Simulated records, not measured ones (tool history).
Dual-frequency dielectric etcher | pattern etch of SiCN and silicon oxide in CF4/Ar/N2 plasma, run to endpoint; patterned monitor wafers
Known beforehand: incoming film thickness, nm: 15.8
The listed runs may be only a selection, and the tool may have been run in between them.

{"run": 1, "hour": 0.0, "source power (W)": 360, "bias power (W)": 69, "Ar flow (sccm)": 126, "CF4 flow (sccm)": 60, "endpoint time (s)": 25.098}
{"run": 2, "hour": 6.1, "source power (W)": 340, "bias power (W)": 69, "Ar flow (sccm)": 126, "CF4 flow (sccm)": 60, "endpoint time (s)": 26.08}
{"run": 3, "hour": 9.9, "source power (W)": 330, "bias power (W)": 69, "Ar flow (sccm)": 126, "CF4 flow (sccm)": 60, "endpoint time (s)": 26.497}
{"run": 4, "hour": 12.9, "source power (W)": 320, "bias power (W)": 68, "Ar flow (sccm)": 126, "CF4 flow (sccm)": 60, "endpoint time (s)": 26.92}
{"run": 5, "hour": 17.3, "source power (W)": 300, "bias power (W)": 67, "Ar flow (sccm)": 126, "CF4 flow (sccm)": 60, "endpoint time (s)": 28.395}
{"run": 6, "hour": 24.1, "source power (W)": 300, "bias power (W)": 77, "Ar flow (sccm)": 126, "CF4 flow (sccm)": 60, "endpoint time (s)": 27.526}
{"run": 7, "hour": 29.3, "source power (W)": 290, "bias power (W)": 77, "Ar flow (sccm)": 126, "CF4 flow (sccm)": 60, "endpoint time (s)": 28.089}

Forecast run 8:
{"run": 8, "hour": 31.0, "source power (W)": 290, "bias power (W)": 77, "Ar flow (sccm)": 126, "CF4 flow (sccm)": 60, "endpoint time (s)": "?"}

Run 8 measured endpoint time (s) 28.068.

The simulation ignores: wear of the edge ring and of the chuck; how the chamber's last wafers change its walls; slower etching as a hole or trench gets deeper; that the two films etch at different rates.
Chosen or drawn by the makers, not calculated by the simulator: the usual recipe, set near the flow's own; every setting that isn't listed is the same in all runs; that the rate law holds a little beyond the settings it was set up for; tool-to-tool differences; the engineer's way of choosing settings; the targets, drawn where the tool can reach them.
